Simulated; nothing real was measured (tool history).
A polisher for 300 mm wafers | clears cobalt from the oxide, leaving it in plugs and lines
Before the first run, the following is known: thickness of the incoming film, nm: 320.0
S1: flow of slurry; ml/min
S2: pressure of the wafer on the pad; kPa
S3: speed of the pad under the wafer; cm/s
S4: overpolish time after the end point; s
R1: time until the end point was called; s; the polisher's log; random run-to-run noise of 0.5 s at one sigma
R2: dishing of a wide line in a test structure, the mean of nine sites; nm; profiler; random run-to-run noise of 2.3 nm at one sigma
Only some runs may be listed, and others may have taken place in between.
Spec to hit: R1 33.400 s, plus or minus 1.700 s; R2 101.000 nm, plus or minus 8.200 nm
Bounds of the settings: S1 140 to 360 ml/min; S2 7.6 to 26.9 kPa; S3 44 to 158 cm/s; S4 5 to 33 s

run,day,S1,S2,S3,S4,R1,R2
1,0.000,230,17.2,100,17,52.294,70.297
2,0.250,230,17.9,100,17,50.352,75.214
3,0.383,230,18.6,100,17,49.401,74.076
4,0.542,230,15.2,100,17,57.807,64.183
5,0.892,230,15.2,120,17,50.508,74.460
6,0.975,175,15.2,120,17,51.049,71.402
7,1.050,175,15.9,120,17,50.106,75.214
8,1.375,175,20.7,124,17,37.473,83.605
9,1.700,175,20.7,124,18,37.701,90.852
10,2.017,175,22.8,124,19,34.305,93.347

Below are 5 possible settings for the next run. Only one of them brings all results inside the allowed miss of their targets. Which is it?
A,2.333,140,26.9,108,15,?,?
B,2.333,180,23.4,110,17,?,?
C,2.333,165,22.8,128,24,?,?
D,2.333,145,26.9,106,14,?,?
E,2.333,230,23.4,110,13,?,?

move,R1,R2
A,34.632,84.454
B,37.078,86.540
C,33.888,99.335
D,34.928,81.593
E,35.756,77.892
A: moves away from the targets compared with the last run
B: moves away from the targets compared with the last run
C: meets every target
D: moves away from the targets compared with the last run
E: moves away from the targets compared with the last run
Correct choice: C, which meets every target
